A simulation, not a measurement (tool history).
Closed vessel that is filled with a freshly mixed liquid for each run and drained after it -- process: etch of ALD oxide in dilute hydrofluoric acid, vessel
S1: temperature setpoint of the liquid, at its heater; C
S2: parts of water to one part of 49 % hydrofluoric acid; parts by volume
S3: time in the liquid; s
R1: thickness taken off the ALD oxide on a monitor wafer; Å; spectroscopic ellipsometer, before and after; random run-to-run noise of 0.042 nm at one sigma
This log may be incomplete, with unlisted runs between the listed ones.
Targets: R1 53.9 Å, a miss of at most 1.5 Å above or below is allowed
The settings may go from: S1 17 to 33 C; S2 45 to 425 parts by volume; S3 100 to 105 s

| run | hour | S1 | S2 | S3 | R1 |
|---|---|---|---|---|---|
| 1 | 0 | 25 | 235 | 100 | 75.318 |
| 2 | 3.4 | 28 | 235 | 100 | 83.936 |
| 3 | 5.3 | 26.5 | 240 | 100 | 78.401 |
| 4 | 9.4 | 25 | 240 | 100 | 73.844 |
| 5 | 12.1 | 26.5 | 240 | 100 | 78.529 |
| 6 | 13.6 | 26.5 | 195 | 100 | 101.18 |
| 7 | 15.5 | 25 | 205 | 100 | 89.431 |
| 8 | 23.1 | 24 | 210 | 100 | 84.2 |
| 9 | 28.1 | 23 | 215 | 100 | 79.376 |

4 candidate next runs follow, results not yet known. Just one meets every target within its allowed miss. Identify it.
| A | 33.1 | 23.5 | 150 | 105 | ? |
| B | 33.1 | 22 | 265 | 100 | ? |
| C | 33.1 | 20 | 265 | 100 | ? |
| D | 33.1 | 25 | 290 | 100 | ? |

| move | R1 |
|---|---|
| A | 128.55 |
| B | 58.138 |
| C | 54.016 |
| D | 57.648 |
A: lands further from the targets than the last run did
B: nearer the targets than the last run, but a result is still out of spec
C: meets every target
D: nearer the targets than the last run, but a result is still out of spec
Correct choice: C, which meets every target
